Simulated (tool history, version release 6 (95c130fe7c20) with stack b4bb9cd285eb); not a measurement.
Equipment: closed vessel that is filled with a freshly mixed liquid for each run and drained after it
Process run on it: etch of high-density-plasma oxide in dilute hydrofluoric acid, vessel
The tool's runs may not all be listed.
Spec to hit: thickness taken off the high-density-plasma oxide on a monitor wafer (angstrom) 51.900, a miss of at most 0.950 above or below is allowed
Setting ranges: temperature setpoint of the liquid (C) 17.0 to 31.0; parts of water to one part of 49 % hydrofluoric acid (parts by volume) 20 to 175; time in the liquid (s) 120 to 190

run	hour	temperature setpoint of the liquid (C)	parts of water to one part of 49 % hydrofluoric acid (parts by volume)	time in the liquid (s)	thickness taken off the high-density-plasma oxide on a monitor wafer (angstrom)
1	0.0	23.0	95	190	102.170
2	6.1	23.0	95	120	64.342
3	14.5	22.0	95	120	61.718
4	16.7	22.0	95	120	62.053
5	22.7	22.0	70	120	86.963
6	28.8	22.0	40	120	156.770
7	30.4	18.0	80	120	63.452
8	38.5	17.5	85	120	58.238

Of the 4 settings listed for the next run, only one would bring every result within its allowed miss of target. Which one?
A	46.6	18.5	140	170	?
B	46.6	19.5	110	130	?
C	46.6	17.0	100	125	?
D	46.6	17.5	100	120	?

move	thickness taken off the high-density-plasma oxide on a monitor wafer (angstrom)
A	49.380
B	51.666
C	49.776
D	48.802
A: takes the biggest miss from the last run beyond its target
B: every result lands within tolerance
C: takes the biggest miss from the last run beyond its target
D: takes the biggest miss from the last run beyond its target
B is the move that brings every result within its allowed miss.
